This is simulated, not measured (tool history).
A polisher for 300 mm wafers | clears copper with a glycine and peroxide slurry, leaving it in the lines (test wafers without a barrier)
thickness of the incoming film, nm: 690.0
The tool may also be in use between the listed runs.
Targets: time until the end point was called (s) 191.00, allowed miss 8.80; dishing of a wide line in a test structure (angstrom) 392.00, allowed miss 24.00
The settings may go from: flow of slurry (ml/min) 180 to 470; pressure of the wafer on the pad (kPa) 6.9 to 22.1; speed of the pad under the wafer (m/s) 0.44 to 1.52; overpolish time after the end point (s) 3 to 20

run	hour	flow of slurry (ml/min)	pressure of the wafer on the pad (kPa)	speed of the pad under the wafer (m/s)	overpolish time after the end point (s)	time until the end point was called (s)	dishing of a wide line in a test structure (angstrom)
1	0.0	300	14.5	0.98	10	170.13	284.82
2	6.3	300	14.5	0.98	14	170.23	388.42
3	8.0	350	14.5	0.98	14	168.55	386.90
4	8.9	350	13.8	0.98	14	177.25	385.86
5	10.6	350	13.8	1.08	14	160.77	398.13
6	14.8	350	13.8	1.28	14	149.27	423.40
7	23.5	350	13.1	1.26	14	155.37	412.04
8	25.1	350	12.4	1.26	14	164.46	401.80
9	31.8	350	11.7	1.26	14	166.73	391.77
10	39.6	350	11.7	1.26	14	167.64	379.69
11	48.4	350	11.0	1.26	14	169.55	385.60
12	50.0	350	10.3	1.26	14	179.68	373.92

5 next moves are on the table. One of them brings every result within its allowed miss. Which?
A	51.6	320	11.0	1.36	14	?	?
B	51.6	390	11.0	1.04	18	?	?
C	51.6	230	9.7	1.26	16	?	?
D	51.6	350	11.0	1.30	14	?	?
E	51.6	350	11.0	1.38	14	?	?

move	time until the end point was called (s)	dishing of a wide line in a test structure (angstrom)
A	166.46	399.30
B	188.48	447.46
C	192.70	394.80
D	169.32	393.89
E	163.82	404.66
A: further off than the last run
B: brings the result that was furthest off to its target, and leaves another outside
C: meets every target
D: further off than the last run
E: further off than the last run
Move C is the one to make.
